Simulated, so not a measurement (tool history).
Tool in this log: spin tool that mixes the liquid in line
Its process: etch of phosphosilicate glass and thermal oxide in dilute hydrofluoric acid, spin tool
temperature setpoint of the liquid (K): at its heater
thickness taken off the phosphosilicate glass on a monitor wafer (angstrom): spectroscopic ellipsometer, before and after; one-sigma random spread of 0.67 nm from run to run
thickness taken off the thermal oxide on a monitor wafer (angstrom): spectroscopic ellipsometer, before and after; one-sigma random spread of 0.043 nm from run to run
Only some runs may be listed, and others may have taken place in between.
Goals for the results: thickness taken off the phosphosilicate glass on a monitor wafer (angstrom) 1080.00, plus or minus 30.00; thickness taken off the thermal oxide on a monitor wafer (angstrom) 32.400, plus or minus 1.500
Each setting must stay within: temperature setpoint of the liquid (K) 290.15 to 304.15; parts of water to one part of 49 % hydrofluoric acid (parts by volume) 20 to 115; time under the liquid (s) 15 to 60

run	hour	temperature setpoint of the liquid (K)	parts of water to one part of 49 % hydrofluoric acid (parts by volume)	time under the liquid (s)	thickness taken off the phosphosilicate glass on a monitor wafer (angstrom)	thickness taken off the thermal oxide on a monitor wafer (angstrom)
1	0.0	296.15	65	30	781.89	23.428
2	7.5	298.15	65	30	833.66	25.505
3	13.1	296.65	65	30	791.23	23.324
4	14.3	297.65	60	30	888.66	26.553
5	21.1	297.65	40	30	1375.30	42.414
6	24.6	297.65	30	30	1856.50	55.029
7	32.5	296.15	35	30	1488.90	44.790
8	35.4	292.15	35	30	1257.90	38.469
9	42.7	291.65	35	30	1230.70	36.702

Exercise: of the 4 proposed moves below, exactly one satisfies all targets within the stated allowed misses. Which move is it?
A	50.0	292.65	35	25	?	?
B	50.0	295.15	40	35	?	?
C	50.0	290.15	50	55	?	?
D	50.0	290.15	40	45	?	?

move	thickness taken off the phosphosilicate glass on a monitor wafer (angstrom)	thickness taken off the thermal oxide on a monitor wafer (angstrom)
A	1068.90	32.223
B	1447.70	43.640
C	1451.90	43.769
D	1501.60	45.267
A: hits every target within its allowed miss
B: lands further from the targets than the last run did
C: lands further from the targets than the last run did
D: lands further from the targets than the last run did
Answer: A
